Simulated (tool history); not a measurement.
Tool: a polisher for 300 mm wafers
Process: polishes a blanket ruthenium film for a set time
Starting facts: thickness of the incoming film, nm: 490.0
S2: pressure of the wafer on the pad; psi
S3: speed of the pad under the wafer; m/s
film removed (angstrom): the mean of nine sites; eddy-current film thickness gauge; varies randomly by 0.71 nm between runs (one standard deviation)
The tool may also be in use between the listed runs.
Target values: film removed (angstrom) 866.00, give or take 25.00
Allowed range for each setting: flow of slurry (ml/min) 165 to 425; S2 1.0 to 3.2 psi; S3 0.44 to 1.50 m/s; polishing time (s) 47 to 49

{"run": 1, "hour": 0.0, "flow of slurry (ml/min)": 275, "S2": 2.1, "S3": 0.96, "polishing time (s)": 47, "film removed (angstrom)": 485.03}
{"run": 2, "hour": 7.4, "flow of slurry (ml/min)": 275, "S2": 2.1, "S3": 0.96, "polishing time (s)": 49, "film removed (angstrom)": 501.17}
{"run": 3, "hour": 16.2, "flow of slurry (ml/min)": 275, "S2": 2.3, "S3": 0.96, "polishing time (s)": 49, "film removed (angstrom)": 553.98}
{"run": 4, "hour": 24.6, "flow of slurry (ml/min)": 275, "S2": 2.5, "S3": 0.96, "polishing time (s)": 49, "film removed (angstrom)": 591.74}
{"hour": 32.9, "done": "worn pad replaced by a new one"}
{"run": 5, "hour": 32.9, "flow of slurry (ml/min)": 275, "S2": 2.5, "S3": 0.84, "polishing time (s)": 49, "film removed (angstrom)": 569.9}
{"run": 6, "hour": 41.3, "flow of slurry (ml/min)": 280, "S2": 2.6, "S3": 0.88, "polishing time (s)": 49, "film removed (angstrom)": 629.09}
{"run": 7, "hour": 48.6, "flow of slurry (ml/min)": 280, "S2": 2.6, "S3": 0.88, "polishing time (s)": 49, "film removed (angstrom)": 611.5}
{"run": 8, "hour": 52.7, "flow of slurry (ml/min)": 290, "S2": 2.7, "S3": 0.88, "polishing time (s)": 49, "film removed (angstrom)": 642.97}
{"run": 9, "hour": 60.3, "flow of slurry (ml/min)": 290, "S2": 2.8, "S3": 0.9, "polishing time (s)": 49, "film removed (angstrom)": 679.97}
{"run": 10, "hour": 63.1, "flow of slurry (ml/min)": 290, "S2": 2.9, "S3": 0.92, "polishing time (s)": 49, "film removed (angstrom)": 705.81}
{"run": 11, "hour": 69.5, "flow of slurry (ml/min)": 295, "S2": 3.0, "S3": 0.94, "polishing time (s)": 49, "film removed (angstrom)": 752.0}
{"run": 12, "hour": 71.8, "flow of slurry (ml/min)": 295, "S2": 3.0, "S3": 0.96, "polishing time (s)": 49, "film removed (angstrom)": 765.48}
{"run": 13, "hour": 80.3, "flow of slurry (ml/min)": 295, "S2": 3.0, "S3": 0.98, "polishing time (s)": 49, "film removed (angstrom)": 777.79}
{"run": 14, "hour": 81.8, "flow of slurry (ml/min)": 300, "S2": 3.1, "S3": 1.0, "polishing time (s)": 49, "film removed (angstrom)": 836.16}

4 next moves are on the table. One of them brings every result within its allowed miss. Which?
{"run": "A", "hour": 83.3, "flow of slurry (ml/min)": 235, "S2": 3.2, "S3": 1.02, "polishing time (s)": 47, "film removed (angstrom)": "?"}
{"run": "B", "hour": 83.3, "flow of slurry (ml/min)": 225, "S2": 3.2, "S3": 1.06, "polishing time (s)": 49, "film removed (angstrom)": "?"}
{"run": "C", "hour": 83.3, "flow of slurry (ml/min)": 310, "S2": 3.0, "S3": 1.0, "polishing time (s)": 49, "film removed (angstrom)": "?"}
{"run": "D", "hour": 83.3, "flow of slurry (ml/min)": 250, "S2": 3.2, "S3": 1.0, "polishing time (s)": 48, "film removed (angstrom)": "?"}

move=A film_removed_(angstrom)=810.25
move=B film_removed_(angstrom)=873.78
move=C film_removed_(angstrom)=799.22
move=D film_removed_(angstrom)=815.76
A: moves away from the targets compared with the last run
B: each result inside its tolerance
C: moves away from the targets compared with the last run
D: moves away from the targets compared with the last run
B meets every target.
